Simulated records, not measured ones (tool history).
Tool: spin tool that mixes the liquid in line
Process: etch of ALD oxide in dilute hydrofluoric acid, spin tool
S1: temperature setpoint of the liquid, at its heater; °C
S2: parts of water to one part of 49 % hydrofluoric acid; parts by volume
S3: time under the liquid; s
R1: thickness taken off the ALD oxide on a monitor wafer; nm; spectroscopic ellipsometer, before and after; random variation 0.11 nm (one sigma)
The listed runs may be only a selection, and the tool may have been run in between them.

| run | day | S1 | S2 | S3 | R1 |
|---|---|---|---|---|---|
| 1 | 0.000 | 22.0 | 235 | 80 | 8.0583 |
| 2 | 0.312 | 24.0 | 205 | 80 | 10.4360 |
| 3 | 0.629 | 25.5 | 185 | 80 | 12.2860 |
| 4 | 0.658 | 25.5 | 100 | 80 | 25.1770 |
| 5 | 0.975 | 22.5 | 100 | 80 | 22.6400 |
| 6 | 1.321 | 21.0 | 100 | 80 | 21.3370 |

What will run 7 give?
| 7 | 1.571 | 20.0 | 100 | 80 | ? |

R1: 20.2670 nm
